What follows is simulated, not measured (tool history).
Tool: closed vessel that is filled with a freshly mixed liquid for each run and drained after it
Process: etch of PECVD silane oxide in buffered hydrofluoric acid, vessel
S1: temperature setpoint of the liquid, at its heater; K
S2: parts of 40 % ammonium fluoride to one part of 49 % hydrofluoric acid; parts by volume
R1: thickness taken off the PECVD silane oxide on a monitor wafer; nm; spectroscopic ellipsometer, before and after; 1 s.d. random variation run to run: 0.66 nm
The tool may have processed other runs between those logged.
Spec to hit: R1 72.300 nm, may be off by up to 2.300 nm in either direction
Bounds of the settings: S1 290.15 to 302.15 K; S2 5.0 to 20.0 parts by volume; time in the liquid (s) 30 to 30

run 1 hour=0.0 | S1=294.15 S2=12.0 time_in_the_liquid_(s)=30 | R1=38.310
run 2 hour=3.0 | S1=294.15 S2=14.0 time_in_the_liquid_(s)=30 | R1=32.082
run 3 hour=8.2 | S1=296.65 S2=12.5 time_in_the_liquid_(s)=30 | R1=41.337
run 4 hour=14.0 | S1=298.65 S2=11.5 time_in_the_liquid_(s)=30 | R1=49.899
run 5 hour=16.6 | S1=299.65 S2=10.5 time_in_the_liquid_(s)=30 | R1=58.623
run 6 hour=21.4 | S1=300.65 S2=10.0 time_in_the_liquid_(s)=30 | R1=63.467
run 7 hour=25.6 | S1=301.15 S2=10.0 time_in_the_liquid_(s)=30 | R1=65.440
run 8 hour=34.4 | S1=301.65 S2=10.0 time_in_the_liquid_(s)=30 | R1=68.400
run 9 hour=39.5 | S1=301.65 S2=10.0 time_in_the_liquid_(s)=30 | R1=67.244

4 next moves are on the table. One of them brings every result within its allowed miss. Which?
run A hour=44.6 | S1=297.65 S2=7.0 time_in_the_liquid_(s)=30 | R1=?
run B hour=44.6 | S1=299.65 S2=7.5 time_in_the_liquid_(s)=30 | R1=?
run C hour=44.6 | S1=302.15 S2=8.5 time_in_the_liquid_(s)=30 | R1=?
run D hour=44.6 | S1=302.15 S2=9.5 time_in_the_liquid_(s)=30 | R1=?

move=A R1=75.753
move=B R1=78.327
move=C R1=78.130
move=D R1=70.986
A: carries the result that was furthest off beyond its target, to the other side
B: carries the result that was furthest off beyond its target, to the other side
C: carries the result that was furthest off beyond its target, to the other side
D: every result lands within tolerance
Answer: D
